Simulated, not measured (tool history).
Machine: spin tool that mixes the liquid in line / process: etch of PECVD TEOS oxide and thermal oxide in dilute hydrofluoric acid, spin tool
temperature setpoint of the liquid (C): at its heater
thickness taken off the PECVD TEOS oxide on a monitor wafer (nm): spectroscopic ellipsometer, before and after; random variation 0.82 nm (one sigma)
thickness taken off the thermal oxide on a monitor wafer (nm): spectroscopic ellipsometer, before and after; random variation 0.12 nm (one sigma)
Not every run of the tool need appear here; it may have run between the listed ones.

run  hour  temperature setpoint of the liquid (C)  parts of water to one part of 49 % hydrofluoric acid (parts by volume)  time under the liquid (s)  thickness taken off the PECVD TEOS oxide on a monitor wafer (nm)  thickness taken off the thermal oxide on a monitor wafer (nm)
  1   0.0                                    26.0                                                                      95                        105                                                            30.448                                                         5.6349
  2   0.9                                    24.0                                                                      95                        105                                                            28.255                                                         5.1967
  3   8.0                                    21.5                                                                      95                        105                                                            25.605                                                         4.6925
  4  15.0                                    25.0                                                                      75                        105                                                            37.872                                                         6.9289
  5  20.6                                    25.0                                                                      75                        150                                                            54.379                                                         9.9238
  6  26.4                                    27.5                                                                      70                        150                                                            64.578                                                        11.9120

The next listed run, before its measurement:
  7  34.3                                    29.0                                                                      70                        150                                                                 ?                                                              ?

For run 7 the tool returned thickness taken off the PECVD TEOS oxide on a monitor wafer (nm) 68.217, thickness taken off the thermal oxide on a monitor wafer (nm) 12.5500.
